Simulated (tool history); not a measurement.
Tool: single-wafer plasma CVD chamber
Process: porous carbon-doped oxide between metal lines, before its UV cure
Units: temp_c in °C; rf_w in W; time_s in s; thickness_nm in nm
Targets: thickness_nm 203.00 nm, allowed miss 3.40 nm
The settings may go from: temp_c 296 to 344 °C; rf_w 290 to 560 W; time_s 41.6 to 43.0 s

run,hour,temp_c,rf_w,time_s,thickness_nm
1,0.0,320,425,41.6,178.24
2,7.2,314,430,41.6,185.62
3,9.2,314,430,43.0,192.21
4,14.8,311,430,43.0,195.33
5,21.2,309,430,43.0,198.03
6,28.9,318,430,43.0,187.74
7,29.9,314,430,43.0,192.67
8,31.2,311,430,43.0,196.23
9,32.8,311,430,43.0,196.68
10,41.7,310,430,43.0,195.96

4 next moves are on the table. One of them brings every result within its allowed miss. Which?
A,50.6,299,445,41.6,?
B,50.6,312,435,42.4,?
C,50.6,307,470,41.6,?
D,50.6,308,440,42.7,?

move,thickness_nm
A,213.01
B,195.18
C,211.67
D,203.76
A: takes the result that was furthest off past its target
B: further off than the last run
C: takes the result that was furthest off past its target
D: meets every target
The right move is D.

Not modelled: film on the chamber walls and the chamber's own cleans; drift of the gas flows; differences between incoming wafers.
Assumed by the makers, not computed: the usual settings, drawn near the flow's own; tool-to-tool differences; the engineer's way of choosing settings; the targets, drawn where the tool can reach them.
